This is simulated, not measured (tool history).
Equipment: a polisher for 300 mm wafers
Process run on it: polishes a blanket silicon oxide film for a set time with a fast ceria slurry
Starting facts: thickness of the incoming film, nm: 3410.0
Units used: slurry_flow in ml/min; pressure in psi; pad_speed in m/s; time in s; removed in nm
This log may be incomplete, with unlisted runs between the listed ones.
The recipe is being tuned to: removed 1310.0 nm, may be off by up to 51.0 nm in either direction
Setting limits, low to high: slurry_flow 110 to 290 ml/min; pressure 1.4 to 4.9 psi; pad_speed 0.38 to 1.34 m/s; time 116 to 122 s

run 1 day=0.000 | slurry_flow=185 pressure=3.1 pad_speed=0.86 time=116 | removed=1665.4
run 2 day=0.338 | slurry_flow=185 pressure=3.1 pad_speed=1.02 time=116 | removed=1888.4
run 3 day=0.662 | slurry_flow=185 pressure=2.9 pad_speed=1.02 time=116 | removed=1778.5
run 4 day=0.708 | slurry_flow=185 pressure=2.7 pad_speed=1.02 time=116 | removed=1605.7
-- day=0.929 head pressure recalibrated
run 5 day=0.929 | slurry_flow=185 pressure=2.7 pad_speed=1.02 time=122 | removed=1559.2
run 6 day=1.050 | slurry_flow=185 pressure=2.7 pad_speed=1.10 time=122 | removed=1677.4
run 7 day=1.321 | slurry_flow=180 pressure=1.8 pad_speed=1.08 time=122 | removed=1122.6
run 8 day=1.454 | slurry_flow=180 pressure=1.8 pad_speed=1.08 time=122 | removed=1136.1
run 9 day=1.488 | slurry_flow=180 pressure=1.9 pad_speed=1.08 time=122 | removed=1154.4
run 10 day=1.842 | slurry_flow=185 pressure=1.9 pad_speed=1.08 time=122 | removed=1173.3
run 11 day=2.071 | slurry_flow=215 pressure=2.2 pad_speed=1.08 time=122 | removed=1374.5

Which one of the following 4 next-run settings gets every result inside its allowed miss? There is exactly one.
run A day=2.300 | slurry_flow=215 pressure=2.2 pad_speed=1.12 time=122 | removed=?
run B day=2.300 | slurry_flow=235 pressure=2.3 pad_speed=1.24 time=116 | removed=?
run C day=2.300 | slurry_flow=125 pressure=2.2 pad_speed=1.18 time=117 | removed=?
run D day=2.300 | slurry_flow=185 pressure=1.9 pad_speed=1.20 time=116 | removed=?

move=A removed=1422.8
move=B removed=1533.4
move=C removed=1324.4
move=D removed=1216.8
A: lands further from the targets than the last run did
B: lands further from the targets than the last run did
C: hits every target within its allowed miss
D: pushes the last run's worst result past its target
Correct choice: C, which meets every target
